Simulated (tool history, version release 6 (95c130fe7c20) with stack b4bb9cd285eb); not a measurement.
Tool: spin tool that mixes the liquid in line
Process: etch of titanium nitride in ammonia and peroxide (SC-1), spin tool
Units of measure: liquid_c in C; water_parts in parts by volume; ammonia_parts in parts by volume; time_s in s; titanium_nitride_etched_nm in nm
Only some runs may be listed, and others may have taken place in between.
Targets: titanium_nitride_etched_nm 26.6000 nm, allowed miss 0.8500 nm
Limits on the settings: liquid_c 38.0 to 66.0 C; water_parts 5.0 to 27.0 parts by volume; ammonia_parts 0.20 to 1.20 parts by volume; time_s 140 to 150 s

Run 1, hour 0.0: liquid_c 50.0 C, water_parts 15.0 parts by volume, ammonia_parts 0.75 parts by volume, time_s 140 s. Result: titanium_nitride_etched_nm 8.6869 nm.
Run 2, hour 7.4: liquid_c 47.0 C, water_parts 15.0 parts by volume, ammonia_parts 0.75 parts by volume, time_s 140 s. Result: titanium_nitride_etched_nm 6.9886 nm.
Run 3, hour 11.9: liquid_c 51.5 C, water_parts 15.0 parts by volume, ammonia_parts 0.75 parts by volume, time_s 140 s. Result: titanium_nitride_etched_nm 9.6593 nm.
Run 4, hour 19.8: liquid_c 55.0 C, water_parts 15.0 parts by volume, ammonia_parts 0.75 parts by volume, time_s 140 s. Result: titanium_nitride_etched_nm 12.1410 nm.
Run 5, hour 28.2: liquid_c 59.5 C, water_parts 15.0 parts by volume, ammonia_parts 0.75 parts by volume, time_s 140 s. Result: titanium_nitride_etched_nm 16.6010 nm.
Run 6, hour 34.8: liquid_c 61.0 C, water_parts 15.0 parts by volume, ammonia_parts 0.75 parts by volume, time_s 140 s. Result: titanium_nitride_etched_nm 18.4800 nm.
Run 7, hour 42.4: liquid_c 62.0 C, water_parts 15.0 parts by volume, ammonia_parts 0.75 parts by volume, time_s 140 s. Result: titanium_nitride_etched_nm 19.5970 nm.
Run 8, hour 47.3: liquid_c 63.0 C, water_parts 15.0 parts by volume, ammonia_parts 0.75 parts by volume, time_s 140 s. Result: titanium_nitride_etched_nm 21.2380 nm.
Run 9, hour 51.0: liquid_c 63.5 C, water_parts 15.0 parts by volume, ammonia_parts 0.75 parts by volume, time_s 140 s. Result: titanium_nitride_etched_nm 21.4900 nm.
Run 10, hour 52.0: liquid_c 63.5 C, water_parts 15.0 parts by volume, ammonia_parts 0.75 parts by volume, time_s 140 s. Result: titanium_nitride_etched_nm 21.1970 nm.
Run 11, hour 56.4: liquid_c 64.0 C, water_parts 14.5 parts by volume, ammonia_parts 0.75 parts by volume, time_s 140 s. Result: titanium_nitride_etched_nm 22.5090 nm.

5 candidate next runs follow, results not yet known. Just one meets every target within its allowed miss. Identify it.
Run A, hour 60.8: liquid_c 66.0 C, water_parts 17.5 parts by volume, ammonia_parts 0.75 parts by volume, time_s 145 s. Result: titanium_nitride_etched_nm ?.
Run B, hour 60.8: liquid_c 61.0 C, water_parts 16.0 parts by volume, ammonia_parts 0.70 parts by volume, time_s 145 s. Result: titanium_nitride_etched_nm ?.
Run C, hour 60.8: liquid_c 62.0 C, water_parts 15.0 parts by volume, ammonia_parts 0.60 parts by volume, time_s 140 s. Result: titanium_nitride_etched_nm ?.
Run D, hour 60.8: liquid_c 60.5 C, water_parts 8.5 parts by volume, ammonia_parts 0.60 parts by volume, time_s 150 s. Result: titanium_nitride_etched_nm ?.
Run E, hour 60.8: liquid_c 65.5 C, water_parts 14.0 parts by volume, ammonia_parts 0.65 parts by volume, time_s 150 s. Result: titanium_nitride_etched_nm ?.

move  titanium_nitride_etched_nm
   A                     24.4160
   B                     18.3710
   C                     19.0740
   D                     24.9750
   E                     26.9260
A: closer than the last run, but not yet in spec
B: lands further from the targets than the last run did
C: lands further from the targets than the last run did
D: closer than the last run, but not yet in spec
E: every result within its allowed miss
Answer: E
